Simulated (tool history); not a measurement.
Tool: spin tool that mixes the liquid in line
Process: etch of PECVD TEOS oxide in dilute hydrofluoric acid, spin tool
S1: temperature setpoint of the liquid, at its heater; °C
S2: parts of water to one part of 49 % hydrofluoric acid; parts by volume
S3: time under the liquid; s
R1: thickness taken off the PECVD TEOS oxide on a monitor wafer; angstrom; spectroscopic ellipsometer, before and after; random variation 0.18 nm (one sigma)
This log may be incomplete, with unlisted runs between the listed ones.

Run 1, hour 0.0: S1 22.0 °C, S2 60 parts by volume, S3 70 s. Result: R1 116.05 angstrom.
Run 2, hour 5.4: S1 24.0 °C, S2 50 parts by volume, S3 70 s. Result: R1 152.39 angstrom.
Run 3, hour 6.3: S1 24.0 °C, S2 50 parts by volume, S3 70 s. Result: R1 153.73 angstrom.
Run 4, hour 14.3: S1 27.0 °C, S2 50 parts by volume, S3 70 s. Result: R1 173.10 angstrom.
Run 5, hour 16.8: S1 27.0 °C, S2 60 parts by volume, S3 70 s. Result: R1 142.37 angstrom.
Run 6, hour 18.6: S1 25.5 °C, S2 60 parts by volume, S3 70 s. Result: R1 132.88 angstrom.
Run 7, hour 20.7: S1 26.5 °C, S2 50 parts by volume, S3 70 s. Result: R1 169.67 angstrom.
Run 8, hour 25.3: S1 27.5 °C, S2 45 parts by volume, S3 70 s. Result: R1 197.31 angstrom.
Run 9, hour 31.7: S1 28.0 °C, S2 40 parts by volume, S3 70 s. Result: R1 230.11 angstrom.
Run 10, hour 36.0: S1 30.0 °C, S2 30 parts by volume, S3 70 s. Result: R1 333.40 angstrom.

Estimate the outcome of run 11 from the log above:
Run 11, hour 42.3: S1 29.5 °C, S2 30 parts by volume, S3 70 s. Result: R1 ?.

Run 11 produced R1 326.92 angstrom.

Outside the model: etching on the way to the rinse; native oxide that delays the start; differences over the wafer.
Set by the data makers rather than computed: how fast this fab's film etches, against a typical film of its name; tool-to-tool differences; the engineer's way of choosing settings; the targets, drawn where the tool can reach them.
